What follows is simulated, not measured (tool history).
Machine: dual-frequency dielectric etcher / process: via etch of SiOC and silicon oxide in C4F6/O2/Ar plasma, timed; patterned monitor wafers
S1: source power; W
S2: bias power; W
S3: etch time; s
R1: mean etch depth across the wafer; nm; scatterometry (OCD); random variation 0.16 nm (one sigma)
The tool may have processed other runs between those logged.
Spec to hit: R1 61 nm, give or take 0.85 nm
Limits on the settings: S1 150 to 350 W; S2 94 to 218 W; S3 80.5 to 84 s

run  hour   S1   S2    S3      R1
  1     0  250  156  80.5   72.06
  2   5.7  250  130  80.5  69.244
  3   8.7  250  152  80.5  71.668
  4  15.4  250  152  80.5  71.584
  5  19.8  250  152    84   74.59
  6  22.4  250  152    84  74.864
  7  31.2  220  140  83.5  69.363
  8  33.1  200  138  83.5  66.941
  9  36.7  150  127  83.5  58.744

Which one of the following 4 next-run settings gets every result inside its allowed miss? There is exactly one.
  A  40.3  150   95    84   ?
  B  40.3  180  130  80.5   ?
  C  40.3  150   94    84   ?
  D  40.3  150  105    83   ?

move      R1
   A  56.264
   B  61.249
   C  56.161
   D  56.601
A: lands further from the targets than the last run did
B: in spec on every target
C: lands further from the targets than the last run did
D: lands further from the targets than the last run did
So the answer is move B, the one that meets all the targets.
